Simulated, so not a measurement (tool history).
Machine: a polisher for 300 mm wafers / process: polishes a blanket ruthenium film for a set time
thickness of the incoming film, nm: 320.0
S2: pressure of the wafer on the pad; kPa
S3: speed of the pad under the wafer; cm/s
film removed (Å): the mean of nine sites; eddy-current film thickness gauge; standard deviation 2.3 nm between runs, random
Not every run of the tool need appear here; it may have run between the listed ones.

Run 1, hour 0.0: flow of slurry (ml/min) 220, S2 12.4 kPa, S3 92 cm/s, polishing time (s) 98. Result: film removed (Å) 824.61.
Run 2, hour 2.2: flow of slurry (ml/min) 260, S2 12.4 kPa, S3 92 cm/s, polishing time (s) 98. Result: film removed (Å) 876.02.
Run 3, hour 8.4: flow of slurry (ml/min) 285, S2 12.4 kPa, S3 92 cm/s, polishing time (s) 98. Result: film removed (Å) 853.32.
Run 4, hour 15.8: flow of slurry (ml/min) 285, S2 12.4 kPa, S3 92 cm/s, polishing time (s) 103. Result: film removed (Å) 911.08.
Run 5, hour 22.8: flow of slurry (ml/min) 285, S2 13.8 kPa, S3 92 cm/s, polishing time (s) 103. Result: film removed (Å) 988.32.
Run 6, hour 23.6: flow of slurry (ml/min) 330, S2 13.8 kPa, S3 92 cm/s, polishing time (s) 103. Result: film removed (Å) 998.60.
Run 7, hour 31.7: flow of slurry (ml/min) 330, S2 14.5 kPa, S3 94 cm/s, polishing time (s) 103. Result: film removed (Å) 1073.30.
Run 8, hour 32.8: flow of slurry (ml/min) 330, S2 17.9 kPa, S3 98 cm/s, polishing time (s) 103. Result: film removed (Å) 1366.30.

Forecast run 9:
Run 9, hour 36.6: flow of slurry (ml/min) 330, S2 17.9 kPa, S3 100 cm/s, polishing time (s) 103. Result: film removed (Å) ?.

film removed (Å): 1377.00
